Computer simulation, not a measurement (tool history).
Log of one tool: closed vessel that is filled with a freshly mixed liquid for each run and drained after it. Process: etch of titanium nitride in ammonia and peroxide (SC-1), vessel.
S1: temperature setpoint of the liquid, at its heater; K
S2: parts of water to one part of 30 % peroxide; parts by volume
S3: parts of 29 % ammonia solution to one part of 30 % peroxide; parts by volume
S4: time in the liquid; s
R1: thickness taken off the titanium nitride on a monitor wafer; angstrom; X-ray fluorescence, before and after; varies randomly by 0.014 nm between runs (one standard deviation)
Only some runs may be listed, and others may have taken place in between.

| run | hour | S1 | S2 | S3 | S4 | R1 |
|---|---|---|---|---|---|---|
| 1 | 0.0 | 321.15 | 6.5 | 0.75 | 40 | 38.012 |
| 2 | 1.5 | 319.15 | 6.5 | 0.75 | 40 | 33.128 |
| 3 | 5.4 | 317.65 | 6.5 | 0.75 | 40 | 29.548 |
| 4 | 7.2 | 317.65 | 6.5 | 1.05 | 40 | 30.753 |
| 5 | 13.7 | 316.65 | 6.5 | 1.05 | 40 | 29.087 |
| 6 | 22.2 | 316.65 | 8.5 | 1.05 | 40 | 25.759 |

Estimate the outcome of run 7 from the log above:
| 7 | 29.6 | 316.15 | 8.5 | 1.05 | 40 | ? |

R1: 24.386 angstrom
